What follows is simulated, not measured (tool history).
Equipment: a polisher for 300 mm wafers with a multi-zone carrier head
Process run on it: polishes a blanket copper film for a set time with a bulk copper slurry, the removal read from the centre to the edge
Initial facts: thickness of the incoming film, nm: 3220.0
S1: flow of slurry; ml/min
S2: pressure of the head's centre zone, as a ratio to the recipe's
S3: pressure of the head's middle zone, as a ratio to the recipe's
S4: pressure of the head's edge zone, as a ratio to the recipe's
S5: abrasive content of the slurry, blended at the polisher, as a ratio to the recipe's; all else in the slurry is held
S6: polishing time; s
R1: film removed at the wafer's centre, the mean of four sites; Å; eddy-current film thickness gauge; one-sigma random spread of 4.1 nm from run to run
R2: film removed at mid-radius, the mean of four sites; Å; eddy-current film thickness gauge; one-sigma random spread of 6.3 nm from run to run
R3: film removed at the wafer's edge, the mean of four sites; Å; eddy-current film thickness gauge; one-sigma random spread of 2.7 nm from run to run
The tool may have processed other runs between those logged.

| run | hour | S1 | S2 | S3 | S4 | S5 | S6 | R1 | R2 | R3 |
|---|---|---|---|---|---|---|---|---|---|---|
| 1 | 0.0 | 230 | 1.00 | 1.00 | 1.00 | 1.00 | 38 | 6381.1 | 6129.7 | 5997.3 |
| 2 | 4.8 | 225 | 0.98 | 1.00 | 0.95 | 0.85 | 35 | 5403.4 | 5398.6 | 5199.7 |
| 3 | 7.1 | 225 | 0.98 | 1.00 | 0.91 | 0.75 | 34 | 5102.9 | 5093.4 | 4702.1 |
| 4 | 8.6 | 225 | 1.04 | 1.00 | 0.91 | 0.75 | 34 | 5457.9 | 5109.4 | 4741.6 |
| 5 | 13.9 | 225 | 1.04 | 1.00 | 0.91 | 0.90 | 34 | 5663.8 | 5494.5 | 5015.4 |
| 6 | 18.2 | 225 | 1.04 | 1.00 | 0.91 | 0.90 | 42 | 7002.5 | 6575.3 | 6215.6 |
| 7 | 26.3 | 225 | 1.01 | 1.00 | 0.89 | 0.75 | 39 | 5931.0 | 5932.0 | 5369.3 |
| 8 | 31.3 | 225 | 0.99 | 0.98 | 0.88 | 0.65 | 37 | 5277.5 | 5296.1 | 4904.6 |
| 9 | 35.9 | 220 | 0.98 | 0.97 | 0.86 | 0.60 | 36 | 5034.4 | 4950.0 | 4641.9 |
| 10 | 40.6 | 215 | 0.96 | 0.97 | 0.84 | 0.55 | 35 | 4684.9 | 4701.2 | 4363.2 |
| 11 | 49.4 | 205 | 0.95 | 0.97 | 0.83 | 0.55 | 35 | 4666.9 | 4805.8 | 4303.2 |
| 12 | 52.6 | 200 | 0.94 | 0.95 | 0.82 | 0.55 | 35 | 4567.2 | 4602.1 | 4276.1 |

Run 13 is up next; what results do you expect?
| 13 | 54.9 | 195 | 0.93 | 0.95 | 0.82 | 0.55 | 35 | ? | ? | ? |

{"run 13": {"R1": 4466.3, "R2": 4570.1, "R3": 4205.9}}

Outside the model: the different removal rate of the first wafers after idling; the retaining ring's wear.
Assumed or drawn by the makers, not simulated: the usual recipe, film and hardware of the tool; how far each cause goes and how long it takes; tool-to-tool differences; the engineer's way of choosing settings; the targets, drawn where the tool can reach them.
